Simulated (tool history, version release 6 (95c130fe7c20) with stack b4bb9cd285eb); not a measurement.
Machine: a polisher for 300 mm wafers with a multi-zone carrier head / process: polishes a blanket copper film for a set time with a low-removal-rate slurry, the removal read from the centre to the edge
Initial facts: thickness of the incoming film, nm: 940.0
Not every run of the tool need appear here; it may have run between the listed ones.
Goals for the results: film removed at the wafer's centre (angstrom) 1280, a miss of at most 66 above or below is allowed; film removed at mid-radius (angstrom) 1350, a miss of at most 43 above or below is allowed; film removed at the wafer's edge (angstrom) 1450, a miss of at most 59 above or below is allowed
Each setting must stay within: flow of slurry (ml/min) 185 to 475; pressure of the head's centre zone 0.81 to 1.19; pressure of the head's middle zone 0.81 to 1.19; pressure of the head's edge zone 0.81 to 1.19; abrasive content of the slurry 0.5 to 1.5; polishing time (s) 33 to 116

run,hour,flow of slurry (ml/min),pressure of the head's centre zone,pressure of the head's middle zone,pressure of the head's edge zone,abrasive content of the slurry,polishing time (s),film removed at the wafer's centre (angstrom),film removed at mid-radius (angstrom),film removed at the wafer's edge (angstrom)
1,0,305,1,1,1,1,74,1891.4,1816.7,1841.5
2,7.8,305,1,1,1.05,1,74,1832.4,1800.7,1857.5
3,16.7,305,0.97,0.99,1.05,0.9,71,1681.3,1687.7,1809.4
4,23.4,305,0.97,1.02,1.05,0.9,71,1681.9,1748.3,1771.7
5,28.5,305,0.97,1.07,1.05,0.9,71,1726.8,1771.2,1800.7
6,33.2,305,0.96,1.04,1.04,0.8,68,1610.7,1642.3,1669.1
7,37.6,300,0.94,1.01,1.03,0.75,67,1531.4,1566.6,1617.2
8,41.1,295,0.92,0.99,1.02,0.7,67,1496.3,1568.6,1624.2
9,45.4,295,0.91,0.98,1.02,0.65,65,1430.7,1488.1,1532.3
10,49.3,295,0.9,0.96,1.02,0.6,65,1405.6,1449.5,1528.3
11,51.6,295,0.89,0.95,1.02,0.6,64,1393.7,1430.4,1513.9
12,60.1,290,0.88,0.94,1.02,0.6,64,1382.4,1423.6,1481.6

Below are 5 possible settings for the next run. Only one of them brings all results inside the allowed miss of their targets. Which is it?
A,68.6,325,0.88,0.97,1.08,0.65,59,?,?,?
B,68.6,320,0.85,0.93,0.97,0.75,54,?,?,?
C,68.6,360,0.81,0.93,1,0.7,55,?,?,?
D,68.6,310,0.81,0.97,1.11,0.55,55,?,?,?
E,68.6,305,0.84,0.93,1.02,0.6,56,?,?,?

move,film removed at the wafer's centre (angstrom),film removed at mid-radius (angstrom),film removed at the wafer's edge (angstrom)
A,1286,1351.7,1448.9
B,1163.1,1224.2,1278
C,1143.3,1247.2,1318.5
D,1102.5,1234.8,1342.7
E,1162.2,1234.7,1321.7
A: meets every target
B: takes the biggest miss from the last run beyond its target
C: takes the biggest miss from the last run beyond its target
D: takes the biggest miss from the last run beyond its target
E: takes the biggest miss from the last run beyond its target
Answer: A
